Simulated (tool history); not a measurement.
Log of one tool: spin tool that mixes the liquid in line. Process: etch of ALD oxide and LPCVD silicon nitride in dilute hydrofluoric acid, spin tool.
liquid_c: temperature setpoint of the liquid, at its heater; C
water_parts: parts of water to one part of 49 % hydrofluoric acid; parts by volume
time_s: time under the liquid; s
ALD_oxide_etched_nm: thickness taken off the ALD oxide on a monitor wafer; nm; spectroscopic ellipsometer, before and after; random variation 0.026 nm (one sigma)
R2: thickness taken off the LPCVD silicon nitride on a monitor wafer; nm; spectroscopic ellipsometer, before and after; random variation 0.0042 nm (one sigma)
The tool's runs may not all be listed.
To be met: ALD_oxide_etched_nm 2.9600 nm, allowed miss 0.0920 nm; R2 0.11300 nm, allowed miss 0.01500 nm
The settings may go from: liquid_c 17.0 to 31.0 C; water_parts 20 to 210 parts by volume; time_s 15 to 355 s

Run 1, hour 0.0: liquid_c 23.0 C, water_parts 115 parts by volume, time_s 180 s. Result: ALD_oxide_etched_nm 15.9310 nm, R2 0.59763 nm.
Run 2, hour 8.0: liquid_c 23.0 C, water_parts 150 parts by volume, time_s 180 s. Result: ALD_oxide_etched_nm 11.6160 nm, R2 0.45179 nm.
Run 3, hour 15.0: liquid_c 23.0 C, water_parts 125 parts by volume, time_s 180 s. Result: ALD_oxide_etched_nm 14.3650 nm, R2 0.55394 nm.
Run 4, hour 17.4: liquid_c 26.0 C, water_parts 125 parts by volume, time_s 180 s. Result: ALD_oxide_etched_nm 16.2150 nm, R2 0.68658 nm.
Run 5, hour 22.9: liquid_c 25.5 C, water_parts 135 parts by volume, time_s 165 s. Result: ALD_oxide_etched_nm 13.1230 nm, R2 0.57798 nm.
Run 6, hour 28.8: liquid_c 24.0 C, water_parts 135 parts by volume, time_s 165 s. Result: ALD_oxide_etched_nm 12.7270 nm, R2 0.50908 nm.
Run 7, hour 33.8: liquid_c 20.5 C, water_parts 185 parts by volume, time_s 75 s. Result: ALD_oxide_etched_nm 3.4220 nm, R2 0.13465 nm.
Run 8, hour 41.6: liquid_c 19.5 C, water_parts 190 parts by volume, time_s 75 s. Result: ALD_oxide_etched_nm 3.2262 nm, R2 0.12119 nm.
Run 9, hour 43.5: liquid_c 19.5 C, water_parts 195 parts by volume, time_s 75 s. Result: ALD_oxide_etched_nm 3.1362 nm, R2 0.12326 nm.
Run 10, hour 44.6: liquid_c 19.0 C, water_parts 195 parts by volume, time_s 75 s. Result: ALD_oxide_etched_nm 3.0925 nm, R2 0.11694 nm.

Which of these 4 next moves meets every target?
Run A, hour 45.7: liquid_c 19.0 C, water_parts 210 parts by volume, time_s 80 s. Result: ALD_oxide_etched_nm ?, R2 ?.
Run B, hour 45.7: liquid_c 17.0 C, water_parts 145 parts by volume, time_s 65 s. Result: ALD_oxide_etched_nm ?, R2 ?.
Run C, hour 45.7: liquid_c 25.5 C, water_parts 210 parts by volume, time_s 65 s. Result: ALD_oxide_etched_nm ?, R2 ?.
Run D, hour 45.7: liquid_c 24.5 C, water_parts 210 parts by volume, time_s 70 s. Result: ALD_oxide_etched_nm ?, R2 ?.

move  ALD_oxide_etched_nm       R2
   A               2.9777  0.11518
   B               3.4433  0.11692
   C               3.0862  0.14192
   D               3.2051  0.14358
A: meets every target
B: further off than the last run
C: further off than the last run
D: further off than the last run
Move A is the one to make.
